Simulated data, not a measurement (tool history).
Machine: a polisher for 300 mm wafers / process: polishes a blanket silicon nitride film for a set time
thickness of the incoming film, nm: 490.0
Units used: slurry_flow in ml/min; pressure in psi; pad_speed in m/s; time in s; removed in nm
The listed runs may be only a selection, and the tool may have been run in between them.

run    day  slurry_flow  pressure  pad_speed  time  removed
  1      0          255       2.7       1.08   101   120.28
  2  0.183          255       2.7       0.82   101   97.821
  3  0.375          255       2.7       0.68   101     83.8
  4    0.5          255       2.4       0.66   101   73.938
  5  0.562          255       2.4       0.66   107   77.159
  6  0.817          255       2.4       0.54   107   67.072
  7  0.933          255       2.2       0.54   107   60.177
  8  1.058          255       2.1       0.54   107   58.587
  9  1.179          255         2       0.54   107   57.018
 10  1.383          255       1.9       0.54   107   53.297

Estimate the outcome of run 11 from the log above:
 11  1.621          255       1.5       0.52   107        ?

Run 11 gave removed 40.73 nm.
